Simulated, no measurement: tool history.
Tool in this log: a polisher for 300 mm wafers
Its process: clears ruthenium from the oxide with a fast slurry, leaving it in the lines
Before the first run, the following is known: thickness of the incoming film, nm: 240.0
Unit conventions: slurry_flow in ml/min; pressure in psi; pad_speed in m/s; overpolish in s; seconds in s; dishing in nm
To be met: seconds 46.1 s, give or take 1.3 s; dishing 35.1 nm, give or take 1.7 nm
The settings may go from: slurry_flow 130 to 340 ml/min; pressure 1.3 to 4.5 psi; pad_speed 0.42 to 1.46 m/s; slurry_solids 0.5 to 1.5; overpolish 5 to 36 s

run 1 hour=0 | slurry_flow=220 pressure=2.9 pad_speed=0.94 slurry_solids=1 overpolish=18 | seconds=56.477 dishing=32.865
run 2 hour=0.6 | slurry_flow=225 pressure=3.1 pad_speed=0.94 slurry_solids=1 overpolish=18 | seconds=54.06 dishing=33.556
run 3 hour=5.5 | slurry_flow=225 pressure=2.5 pad_speed=0.94 slurry_solids=1 overpolish=18 | seconds=63.011 dishing=31.351
run 4 hour=7.1 | slurry_flow=230 pressure=2.9 pad_speed=0.94 slurry_solids=1 overpolish=18 | seconds=56.022 dishing=33.352
run 5 hour=13.8 | slurry_flow=265 pressure=2.9 pad_speed=0.94 slurry_solids=1 overpolish=18 | seconds=54.866 dishing=31.974
run 6 hour=19.8 | slurry_flow=265 pressure=2.9 pad_speed=0.94 slurry_solids=1.2 overpolish=18 | seconds=51.258 dishing=33.546
run 7 hour=20.7 | slurry_flow=270 pressure=3 pad_speed=0.94 slurry_solids=1.2 overpolish=18 | seconds=50.069 dishing=33.945
run 8 hour=29.5 | slurry_flow=275 pressure=3.1 pad_speed=0.94 slurry_solids=1.2 overpolish=18 | seconds=48.879 dishing=35.066

Exercise: of the 5 proposed moves below, exactly one satisfies all targets within the stated allowed misses. Which move is it?
run A hour=38.3 | slurry_flow=285 pressure=3.5 pad_speed=0.82 slurry_solids=1.25 overpolish=26 | seconds=? dishing=?
run B hour=38.3 | slurry_flow=270 pressure=3.3 pad_speed=0.88 slurry_solids=1.45 overpolish=20 | seconds=? dishing=?
run C hour=38.3 | slurry_flow=275 pressure=2.4 pad_speed=1.08 slurry_solids=1.25 overpolish=21 | seconds=? dishing=?
run D hour=38.3 | slurry_flow=255 pressure=3.2 pad_speed=0.9 slurry_solids=1.15 overpolish=20 | seconds=? dishing=?
run E hour=38.3 | slurry_flow=275 pressure=3.7 pad_speed=0.7 slurry_solids=1.4 overpolish=27 | seconds=? dishing=?

move=A seconds=49.29 dishing=34.506
move=B seconds=45.935 dishing=33.723
move=C seconds=50.105 dishing=33.524
move=D seconds=50.394 dishing=33.211
move=E seconds=52.949 dishing=34.393
A: moves away from the targets compared with the last run
B: hits every target within its allowed miss
C: moves away from the targets compared with the last run
D: moves away from the targets compared with the last run
E: moves away from the targets compared with the last run
Correct choice: B, which meets every target
